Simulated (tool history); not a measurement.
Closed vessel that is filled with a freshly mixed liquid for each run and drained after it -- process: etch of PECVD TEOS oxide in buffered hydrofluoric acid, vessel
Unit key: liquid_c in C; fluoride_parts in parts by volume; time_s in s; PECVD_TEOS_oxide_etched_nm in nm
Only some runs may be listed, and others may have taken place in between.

run    day  liquid_c  fluoride_parts  time_s  PECVD_TEOS_oxide_etched_nm
  1  0.000      25.0            18.5      90                      85.297
  2  0.183      25.0            21.5      90                      72.002
  3  0.221      25.0            21.5      90                      74.174
  4  0.346      25.0            23.5      90                      67.633
  5  0.708      25.0            23.5      90                      68.643
  6  0.950      25.0            23.5      95                      72.958
     1.146  -- hydrofluoric acid flow meter replaced
  7  1.146      26.5            23.0      95                      75.372

Run 8, settings as shown, results not yet in. Your forecast:
  8  1.400      27.0            21.0      95                           ?

PECVD_TEOS_oxide_etched_nm: 82.856 nm
